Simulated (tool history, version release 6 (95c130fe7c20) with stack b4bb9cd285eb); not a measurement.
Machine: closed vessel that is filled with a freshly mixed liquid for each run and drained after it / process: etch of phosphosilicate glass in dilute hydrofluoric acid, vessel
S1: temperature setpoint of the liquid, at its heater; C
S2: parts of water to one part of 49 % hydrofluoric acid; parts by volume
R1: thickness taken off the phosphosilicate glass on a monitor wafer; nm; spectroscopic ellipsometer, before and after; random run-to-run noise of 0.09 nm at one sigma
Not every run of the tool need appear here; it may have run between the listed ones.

Run 1, hour 0.0: S1 25.0 C, S2 150 parts by volume, time in the liquid (s) 30. Result: R1 11.625 nm.
Run 2, hour 1.1: S1 25.0 C, S2 110 parts by volume, time in the liquid (s) 30. Result: R1 16.468 nm.
Run 3, hour 4.0: S1 25.0 C, S2 110 parts by volume, time in the liquid (s) 30. Result: R1 16.444 nm.
Run 4, hour 13.1: S1 23.0 C, S2 120 parts by volume, time in the liquid (s) 30. Result: R1 13.620 nm.
Run 5, hour 20.0: S1 21.5 C, S2 125 parts by volume, time in the liquid (s) 30. Result: R1 12.389 nm.
Run 6, hour 23.1: S1 20.5 C, S2 130 parts by volume, time in the liquid (s) 30. Result: R1 11.296 nm.
Run 7, hour 32.0: S1 19.5 C, S2 135 parts by volume, time in the liquid (s) 30. Result: R1 10.331 nm.
Run 8, hour 41.1: S1 19.0 C, S2 135 parts by volume, time in the liquid (s) 30. Result: R1 10.189 nm.

Run 9 is up next; what results do you expect?
Run 9, hour 46.3: S1 18.5 C, S2 135 parts by volume, time in the liquid (s) 30. Result: R1 ?.

R1: 10.253 nm
